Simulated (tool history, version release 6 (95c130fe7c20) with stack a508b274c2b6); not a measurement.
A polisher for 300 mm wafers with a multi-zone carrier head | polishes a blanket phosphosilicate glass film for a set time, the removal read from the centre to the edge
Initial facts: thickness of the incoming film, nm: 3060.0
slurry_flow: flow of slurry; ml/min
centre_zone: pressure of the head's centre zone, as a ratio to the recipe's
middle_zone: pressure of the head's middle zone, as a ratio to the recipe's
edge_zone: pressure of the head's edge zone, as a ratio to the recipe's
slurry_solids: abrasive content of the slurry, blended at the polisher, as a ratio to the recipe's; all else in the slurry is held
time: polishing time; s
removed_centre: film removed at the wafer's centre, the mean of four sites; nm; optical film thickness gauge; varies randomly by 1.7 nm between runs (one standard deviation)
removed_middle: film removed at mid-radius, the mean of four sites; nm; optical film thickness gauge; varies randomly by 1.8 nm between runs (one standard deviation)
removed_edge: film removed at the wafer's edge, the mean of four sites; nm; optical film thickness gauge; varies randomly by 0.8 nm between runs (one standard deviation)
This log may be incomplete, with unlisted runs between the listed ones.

| run | hour | slurry_flow | centre_zone | middle_zone | edge_zone | slurry_solids | time | removed_centre | removed_middle | removed_edge |
|---|---|---|---|---|---|---|---|---|---|---|
| 1 | 0 | 130 | 1 | 1 | 1 | 1 | 30 | 267.47 | 277.81 | 256.43 |
| 2 | 2 | 125 | 1 | 0.97 | 0.99 | 0.9 | 28 | 241.89 | 236.84 | 226.97 |
| 3 | 9 | 125 | 1 | 0.97 | 0.99 | 0.75 | 28 | 220.9 | 220.57 | 213.05 |
| 4 | 11 | 125 | 1 | 1.03 | 0.99 | 0.75 | 28 | 222.98 | 233.91 | 214.47 |
| 5 | 13.8 | 125 | 1 | 1.03 | 0.99 | 0.85 | 28 | 233.16 | 246.81 | 223.87 |
| 6 | 15.7 | 120 | 0.99 | 1 | 0.97 | 0.8 | 27 | 215.46 | 222.68 | 208.64 |

What does the tool deliver on the next run?
| 7 | 22.5 | 95 | 1 | 0.9 | 0.87 | 0.55 | 19 | ? | ? | ? |

removed_centre: 124.98 nm
removed_middle: 116.23 nm
removed_edge: 115.28 nm

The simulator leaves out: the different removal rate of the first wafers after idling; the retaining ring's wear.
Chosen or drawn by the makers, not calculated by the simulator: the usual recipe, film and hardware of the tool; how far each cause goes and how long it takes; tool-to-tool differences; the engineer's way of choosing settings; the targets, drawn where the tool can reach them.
